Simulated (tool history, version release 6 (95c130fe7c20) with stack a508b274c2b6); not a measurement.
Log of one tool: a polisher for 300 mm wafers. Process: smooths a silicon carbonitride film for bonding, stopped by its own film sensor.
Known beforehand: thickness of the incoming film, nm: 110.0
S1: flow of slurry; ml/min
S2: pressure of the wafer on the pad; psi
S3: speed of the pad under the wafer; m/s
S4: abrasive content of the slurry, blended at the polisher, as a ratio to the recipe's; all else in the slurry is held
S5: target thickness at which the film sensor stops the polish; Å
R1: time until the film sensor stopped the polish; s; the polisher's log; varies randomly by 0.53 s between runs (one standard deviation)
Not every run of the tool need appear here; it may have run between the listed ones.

run,day,S1,S2,S3,S4,S5,R1
1,0,225,2.5,0.74,1,950,56.523
2,0.2,225,2.7,0.74,1,950,52.959
3,0.304,225,2.9,0.74,1,950,50.137
4,0.354,225,3.1,0.74,1,950,46.624
5,0.388,225,3.2,0.74,1,950,45.204
6,0.512,225,3.3,0.74,1,950,43.931
7,0.775,225,3.4,0.74,1,950,42.562

For run 8, what comes out?
8,0.983,225,3.5,0.74,1,950,?

{"run 8": {"R1": 41.302}}

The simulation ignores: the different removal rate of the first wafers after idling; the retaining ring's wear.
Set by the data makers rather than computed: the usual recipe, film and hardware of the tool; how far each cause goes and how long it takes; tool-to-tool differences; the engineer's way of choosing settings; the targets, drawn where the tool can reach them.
